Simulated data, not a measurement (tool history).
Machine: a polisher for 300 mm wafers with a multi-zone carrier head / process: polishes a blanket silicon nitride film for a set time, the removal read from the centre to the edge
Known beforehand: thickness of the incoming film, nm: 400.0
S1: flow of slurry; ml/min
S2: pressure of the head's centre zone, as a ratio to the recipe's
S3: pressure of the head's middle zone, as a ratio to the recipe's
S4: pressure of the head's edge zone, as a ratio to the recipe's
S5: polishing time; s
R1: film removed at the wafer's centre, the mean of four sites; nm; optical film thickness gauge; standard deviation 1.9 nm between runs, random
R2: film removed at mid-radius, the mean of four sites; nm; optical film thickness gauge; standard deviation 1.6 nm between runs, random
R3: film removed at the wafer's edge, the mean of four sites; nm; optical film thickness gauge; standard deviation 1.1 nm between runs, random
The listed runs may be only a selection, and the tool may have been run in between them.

Run 1, hour 0.0: S1 200 ml/min, S2 1.00, S3 1.00, S4 1.00, S5 40 s. Result: R1 114.620 nm, R2 115.860 nm, R3 116.740 nm.
Run 2, hour 8.6: S1 200 ml/min, S2 1.00, S3 1.00, S4 1.06, S5 40 s. Result: R1 115.170 nm, R2 114.460 nm, R3 120.930 nm.
Run 3, hour 14.0: S1 210 ml/min, S2 1.00, S3 1.02, S4 1.09, S5 41 s. Result: R1 123.550 nm, R2 120.120 nm, R3 128.230 nm.
Run 4, hour 19.3: S1 210 ml/min, S2 1.00, S3 1.02, S4 1.09, S5 32 s. Result: R1 93.623 nm, R2 91.834 nm, R3 97.667 nm.
Run 5, hour 27.9: S1 210 ml/min, S2 1.00, S3 1.02, S4 1.09, S5 39 s. Result: R1 115.640 nm, R2 112.740 nm, R3 119.790 nm.
Run 6, hour 31.7: S1 210 ml/min, S2 1.00, S3 1.02, S4 1.01, S5 39 s. Result: R1 117.440 nm, R2 115.510 nm, R3 115.650 nm.
Run 7, hour 38.1: S1 220 ml/min, S2 0.98, S3 1.03, S4 1.05, S5 40 s. Result: R1 118.030 nm, R2 120.820 nm, R3 121.580 nm.

Run 8 is up next; what results do you expect?
Run 8, hour 40.4: S1 225 ml/min, S2 0.97, S3 1.03, S4 1.08, S5 41 s. Result: R1 ?, R2 ?, R3 ?.

{"run 8": {"R1": 118.34, "R2": 123.35, "R3": 124.84}}

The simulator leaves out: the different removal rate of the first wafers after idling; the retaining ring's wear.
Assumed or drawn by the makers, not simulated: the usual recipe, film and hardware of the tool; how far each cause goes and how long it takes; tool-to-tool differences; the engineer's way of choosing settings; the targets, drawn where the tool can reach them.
